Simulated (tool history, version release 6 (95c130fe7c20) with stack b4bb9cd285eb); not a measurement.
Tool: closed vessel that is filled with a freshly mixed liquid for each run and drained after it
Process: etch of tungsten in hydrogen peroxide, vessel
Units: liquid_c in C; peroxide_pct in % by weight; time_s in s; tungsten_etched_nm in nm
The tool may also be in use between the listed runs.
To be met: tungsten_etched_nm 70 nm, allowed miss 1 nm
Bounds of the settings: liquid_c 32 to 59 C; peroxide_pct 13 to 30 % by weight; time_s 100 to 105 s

run 1 hour=0 | liquid_c=43 peroxide_pct=26 time_s=100 | tungsten_etched_nm=91.859
run 2 hour=8.3 | liquid_c=42 peroxide_pct=26 time_s=100 | tungsten_etched_nm=86.461
run 3 hour=16.4 | liquid_c=42 peroxide_pct=21.5 time_s=100 | tungsten_etched_nm=78.7
run 4 hour=23 | liquid_c=42 peroxide_pct=21.5 time_s=105 | tungsten_etched_nm=82.862
run 5 hour=24.8 | liquid_c=42 peroxide_pct=16.5 time_s=105 | tungsten_etched_nm=72.476
run 6 hour=31.3 | liquid_c=48 peroxide_pct=16.5 time_s=105 | tungsten_etched_nm=105.64
run 7 hour=36 | liquid_c=46.5 peroxide_pct=16.5 time_s=105 | tungsten_etched_nm=96.565
run 8 hour=42.3 | liquid_c=40.5 peroxide_pct=16.5 time_s=105 | tungsten_etched_nm=65.735

5 next moves are on the table. One of them brings every result within its allowed miss. Which?
run A hour=48.6 | liquid_c=41.5 peroxide_pct=18 time_s=105 | tungsten_etched_nm=?
run B hour=48.6 | liquid_c=43.5 peroxide_pct=13 time_s=100 | tungsten_etched_nm=?
run C hour=48.6 | liquid_c=40.5 peroxide_pct=20.5 time_s=105 | tungsten_etched_nm=?
run D hour=48.6 | liquid_c=41 peroxide_pct=17.5 time_s=105 | tungsten_etched_nm=?
run E hour=48.6 | liquid_c=40 peroxide_pct=15.5 time_s=105 | tungsten_etched_nm=?

move=A tungsten_etched_nm=73.138
move=B tungsten_etched_nm=67.287
move=C tungsten_etched_nm=73.164
move=D tungsten_etched_nm=69.824
move=E tungsten_etched_nm=61.585
A: takes the result that was furthest off past its target
B: nearer than the last run, and not there yet
C: takes the result that was furthest off past its target
D: meets every target
E: further off than the last run
Answer: D

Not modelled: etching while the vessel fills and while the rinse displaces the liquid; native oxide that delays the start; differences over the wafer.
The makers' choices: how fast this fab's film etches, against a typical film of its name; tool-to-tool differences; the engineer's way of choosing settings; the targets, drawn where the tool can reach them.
